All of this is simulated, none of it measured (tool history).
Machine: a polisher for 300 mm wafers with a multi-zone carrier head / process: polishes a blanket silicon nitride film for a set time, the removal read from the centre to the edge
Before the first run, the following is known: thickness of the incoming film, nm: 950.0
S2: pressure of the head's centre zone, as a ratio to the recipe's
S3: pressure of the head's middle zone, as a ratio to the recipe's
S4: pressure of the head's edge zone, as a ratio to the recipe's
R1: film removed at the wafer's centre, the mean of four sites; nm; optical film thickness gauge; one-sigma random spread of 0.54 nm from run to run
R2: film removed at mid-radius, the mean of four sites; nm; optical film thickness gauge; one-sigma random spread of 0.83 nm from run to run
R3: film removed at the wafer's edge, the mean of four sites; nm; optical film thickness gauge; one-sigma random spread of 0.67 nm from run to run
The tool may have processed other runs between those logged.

run 1 hour=0.0 | flow_of_slurry_(ml/min)=260 S2=1.00 S3=1.00 S4=1.00 polishing_time_(s)=34 | R1=48.957 R2=50.602 R3=48.816
run 2 hour=4.1 | flow_of_slurry_(ml/min)=260 S2=1.00 S3=1.00 S4=1.00 polishing_time_(s)=28 | R1=40.262 R2=41.703 R3=41.220
run 3 hour=6.1 | flow_of_slurry_(ml/min)=270 S2=1.04 S3=1.02 S4=1.04 polishing_time_(s)=31 | R1=45.465 R2=47.786 R3=45.737
run 4 hour=13.7 | flow_of_slurry_(ml/min)=275 S2=1.08 S3=1.01 S4=1.06 polishing_time_(s)=34 | R1=52.943 R2=51.438 R3=50.359
run 5 hour=19.5 | flow_of_slurry_(ml/min)=285 S2=1.10 S3=1.02 S4=1.09 polishing_time_(s)=35 | R1=55.429 R2=53.825 R3=53.356
run 6 hour=23.7 | flow_of_slurry_(ml/min)=285 S2=1.04 S3=1.02 S4=1.09 polishing_time_(s)=35 | R1=52.649 R2=52.227 R3=54.332
run 7 hour=26.3 | flow_of_slurry_(ml/min)=295 S2=1.08 S3=1.04 S4=1.11 polishing_time_(s)=36 | R1=56.763 R2=56.959 R3=54.468
run 8 hour=31.9 | flow_of_slurry_(ml/min)=300 S2=1.10 S3=1.04 S4=1.13 polishing_time_(s)=37 | R1=59.270 R2=58.203 R3=58.593
run 9 hour=38.1 | flow_of_slurry_(ml/min)=310 S2=1.12 S3=1.05 S4=1.14 polishing_time_(s)=37 | R1=59.923 R2=57.881 R3=57.835

The next listed run, before its measurement:
run 10 hour=43.2 | flow_of_slurry_(ml/min)=310 S2=1.13 S3=1.06 S4=1.15 polishing_time_(s)=38 | R1=? R2=? R3=?

{"run 10": {"R1": 62.218, "R2": 61.207, "R3": 60.232}}
